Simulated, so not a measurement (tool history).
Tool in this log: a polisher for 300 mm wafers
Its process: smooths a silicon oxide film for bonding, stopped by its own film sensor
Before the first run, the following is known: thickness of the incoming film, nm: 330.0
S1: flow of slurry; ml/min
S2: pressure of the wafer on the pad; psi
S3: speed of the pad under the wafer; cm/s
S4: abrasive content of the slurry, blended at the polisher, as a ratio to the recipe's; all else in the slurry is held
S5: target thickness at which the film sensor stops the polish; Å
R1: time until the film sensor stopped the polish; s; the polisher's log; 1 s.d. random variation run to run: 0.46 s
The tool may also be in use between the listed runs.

run  hour   S1   S2  S3  S4    S5      R1
  1     0  170  1.8  96   1  2960  46.866
  2   7.4  170  1.8  96   1  3000  41.677
  3  14.7  170  1.9  96   1  3000  38.333
  4  16.5  150  1.9  96   1  3000  39.502
  5  20.8  130  1.9  96   1  3000  40.638
  6  27.5  105  1.9  96   1  3000   42.52
  7  34.4  115    2  96   1  3000  40.734

Forecast run 8:
  8  42.9  125  2.1  96   1  3000   ?

R1: 37.566 s
